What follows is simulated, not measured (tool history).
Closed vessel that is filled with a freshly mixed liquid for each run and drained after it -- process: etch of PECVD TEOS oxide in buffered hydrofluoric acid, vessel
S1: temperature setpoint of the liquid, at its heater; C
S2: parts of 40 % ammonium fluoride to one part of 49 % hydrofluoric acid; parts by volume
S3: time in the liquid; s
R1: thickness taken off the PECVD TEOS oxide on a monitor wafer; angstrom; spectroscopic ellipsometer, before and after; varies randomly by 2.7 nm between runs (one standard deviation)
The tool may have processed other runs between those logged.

run	hour	S1	S2	S3	R1
1	0	24	16	100	1932.6
2	6.8	25	15.5	100	2132.5
3	9.1	26	15	100	2321.2
4	13.6	26	17	100	2072.9
5	22.2	27	16.5	100	2217.4
6	27.8	28	16	100	2425.4
7	36.6	28.5	15.5	100	2561.8
8	42	29	15	100	2760.6

For run 9, what comes out?
9	49	29.5	14.5	100	?

{"run 9": {"R1": 2932.5}}
